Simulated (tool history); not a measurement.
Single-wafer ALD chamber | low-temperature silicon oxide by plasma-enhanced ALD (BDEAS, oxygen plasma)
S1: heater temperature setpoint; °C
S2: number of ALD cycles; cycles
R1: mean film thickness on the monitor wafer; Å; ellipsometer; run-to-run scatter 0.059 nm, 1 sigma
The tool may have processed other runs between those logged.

| run | hour | S1 | S2 | R1 |
|---|---|---|---|---|
| 1 | 0 | 85 | 54 | 86.219 |
| 2 | 5.1 | 81 | 56 | 91.543 |
| 3 | 7.1 | 81 | 53 | 85.764 |
| 4 | 14.6 | 76 | 53 | 88.479 |
| 5 | 19.3 | 86 | 53 | 85.814 |
| 6 | 26.3 | 86 | 49 | 78.532 |
| 7 | 34.3 | 81 | 52 | 85.167 |

Run 8 comes next. What will it give?
| 8 | 40.7 | 77 | 54 | ? |

R1: 88.582 Å
